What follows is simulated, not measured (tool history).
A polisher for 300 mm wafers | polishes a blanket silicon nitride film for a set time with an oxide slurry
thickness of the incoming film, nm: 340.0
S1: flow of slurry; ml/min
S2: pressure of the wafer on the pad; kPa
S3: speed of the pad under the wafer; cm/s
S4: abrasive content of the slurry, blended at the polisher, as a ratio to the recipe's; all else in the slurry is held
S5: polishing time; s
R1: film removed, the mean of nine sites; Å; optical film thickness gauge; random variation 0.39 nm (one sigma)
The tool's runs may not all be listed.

| run | hour | S1 | S2 | S3 | S4 | S5 | R1 |
|---|---|---|---|---|---|---|---|
| 1 | 0.0 | 135 | 22.1 | 138 | 1.0 | 111 | 660.85 |
| 2 | 4.3 | 150 | 22.1 | 138 | 1.0 | 111 | 668.33 |
| 3 | 9.1 | 150 | 18.6 | 136 | 1.0 | 111 | 559.04 |
| 4 | 17.6 | 150 | 15.9 | 134 | 1.0 | 111 | 476.31 |
| 5 | 21.3 | 150 | 14.5 | 134 | 1.0 | 111 | 438.74 |
| 6 | 22.7 | 150 | 14.5 | 150 | 1.0 | 111 | 462.64 |
| 7 | 25.7 | 145 | 13.1 | 150 | 1.0 | 111 | 427.31 |
| 8 | 33.1 | 140 | 12.4 | 150 | 1.0 | 111 | 402.95 |
| 9 | 38.2 | 140 | 12.4 | 150 | 1.0 | 111 | 403.54 |
| 10 | 39.2 | 125 | 10.3 | 150 | 1.0 | 111 | 334.76 |

Forecast run 11:
| 11 | 43.2 | 130 | 10.3 | 150 | 1.0 | 111 | ? |

Run 11 gave R1 330.65 Å.
